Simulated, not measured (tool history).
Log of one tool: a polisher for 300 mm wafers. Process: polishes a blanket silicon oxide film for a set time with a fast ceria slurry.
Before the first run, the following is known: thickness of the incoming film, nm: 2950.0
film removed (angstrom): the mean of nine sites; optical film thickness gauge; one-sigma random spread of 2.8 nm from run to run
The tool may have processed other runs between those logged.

run    day  flow of slurry (ml/min)  pressure of the wafer on the pad (kPa)  speed of the pad under the wafer (cm/s)  polishing time (s)  film removed (angstrom)
  1  0.000                      170                                    15.2                                       82                  45                   4274.8
  2  0.208                      165                                    15.2                                       82                  45                   4246.6
  3  0.412                      165                                    15.2                                       82                  45                   4227.4
  4  0.500                      155                                    15.2                                       82                  45                   4242.5
  5  0.679                      155                                    15.2                                       96                  45                   4919.2
  6  1.000                      150                                    14.5                                       96                  45                   4751.9
  7  1.033                      150                                    13.8                                       96                  45                   4517.5
  8  1.108                      145                                    13.1                                       96                  45                   4231.2
  9  1.254                      140                                    13.1                                       96                  45                   4251.8

Run 10 is up next; what results do you expect?
 10  1.621                      135                                    13.1                                       96                  45                        ?

For run 10 the tool returned film removed (angstrom) 4202.3.
